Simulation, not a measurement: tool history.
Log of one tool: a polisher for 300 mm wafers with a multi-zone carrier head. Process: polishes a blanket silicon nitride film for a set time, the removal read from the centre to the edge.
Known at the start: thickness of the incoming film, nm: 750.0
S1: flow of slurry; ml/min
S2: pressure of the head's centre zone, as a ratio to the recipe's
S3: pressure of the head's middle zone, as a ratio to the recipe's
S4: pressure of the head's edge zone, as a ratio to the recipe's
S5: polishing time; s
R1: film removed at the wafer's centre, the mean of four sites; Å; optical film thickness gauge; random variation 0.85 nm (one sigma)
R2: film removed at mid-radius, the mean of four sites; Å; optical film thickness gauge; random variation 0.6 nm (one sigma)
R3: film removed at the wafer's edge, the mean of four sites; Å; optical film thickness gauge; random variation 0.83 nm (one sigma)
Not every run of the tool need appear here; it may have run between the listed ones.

run  hour   S1    S2    S3    S4  S5      R1      R2      R3
  1   0.0  255  1.00  1.00  1.00  39  870.27  892.94  923.24
  2   6.4  255  0.98  1.01  0.97  37  826.50  853.54  852.27
  3   9.8  255  0.98  1.01  1.03  37  835.08  837.69  860.89
  4  18.1  195  0.98  1.01  1.03  37  814.97  841.22  843.49
  5  25.2  190  0.95  1.01  1.02  35  744.34  789.06  800.91
  6  28.2  190  0.95  1.01  0.99  35  747.65  789.26  794.82
  7  29.3  185  0.93  1.02  0.98  33  697.88  757.88  745.57
  8  36.1  180  0.92  1.02  0.97  32  649.90  721.38  716.16
  9  41.8  175  0.92  1.03  0.96  31  647.70  710.63  668.85
 10  43.1  175  0.91  1.03  0.95  31  621.70  697.64  683.74
 11  49.9  175  0.91  1.04  0.94  31  608.03  712.23  666.36
 12  55.8  175  0.91  1.04  0.93  31  617.98  706.06  679.92

What will run 13 give?
 13  56.7  175  0.91  1.04  0.92  31   ?   ?   ?

R1: 627.08 Å
R2: 703.14 Å
R3: 688.56 Å
